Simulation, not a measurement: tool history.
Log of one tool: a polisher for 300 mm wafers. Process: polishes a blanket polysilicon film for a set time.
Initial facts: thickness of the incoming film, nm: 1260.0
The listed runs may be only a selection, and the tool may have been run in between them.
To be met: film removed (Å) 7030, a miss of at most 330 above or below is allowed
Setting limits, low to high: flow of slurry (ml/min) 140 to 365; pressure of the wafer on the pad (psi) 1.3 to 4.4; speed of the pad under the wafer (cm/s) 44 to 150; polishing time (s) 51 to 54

| run | hour | flow of slurry (ml/min) | pressure of the wafer on the pad (psi) | speed of the pad under the wafer (cm/s) | polishing time (s) | film removed (Å) |
|---|---|---|---|---|---|---|
| 1 | 0 | 235 | 2.8 | 96 | 51 | 4919.9 |
| 2 | 7.6 | 235 | 2.1 | 96 | 51 | 3759.9 |
| 3 | 15.7 | 235 | 2.5 | 98 | 51 | 4403.1 |
| 4 | 17.2 | 235 | 2.5 | 98 | 54 | 4803.5 |
| 5 | 22.7 | 200 | 2.5 | 98 | 54 | 4632.9 |
| 6 | 24.9 | 200 | 3.1 | 98 | 54 | 5667.8 |
| 7 | 29.1 | 210 | 3.2 | 98 | 54 | 5913.2 |
| 8 | 36.6 | 220 | 3.3 | 98 | 54 | 6011.6 |
| 9 | 42.8 | 220 | 3.4 | 98 | 54 | 6417.5 |
| 10 | 48.7 | 220 | 3.4 | 98 | 54 | 6390.8 |
| 11 | 57.6 | 225 | 3.5 | 98 | 54 | 6543.1 |

Next run, 5 choices. One meets every target within its allowed miss, the rest don't. Which?
| A | 66.5 | 215 | 3.3 | 98 | 51 | ? |
| B | 66.5 | 225 | 3.5 | 104 | 54 | ? |
| C | 66.5 | 225 | 3.4 | 96 | 54 | ? |
| D | 66.5 | 260 | 4.1 | 78 | 51 | ? |
| E | 66.5 | 215 | 3.8 | 84 | 54 | ? |

| move | film removed (Å) |
|---|---|
| A | 5953.4 |
| B | 7071.7 |
| C | 6405.2 |
| D | 6156.9 |
| E | 6323.3 |
A: its largest miss is bigger than the last run's
B: all results land within tolerance of their targets
C: its largest miss is bigger than the last run's
D: its largest miss is bigger than the last run's
E: its largest miss is bigger than the last run's
Go with B: it meets all targets.
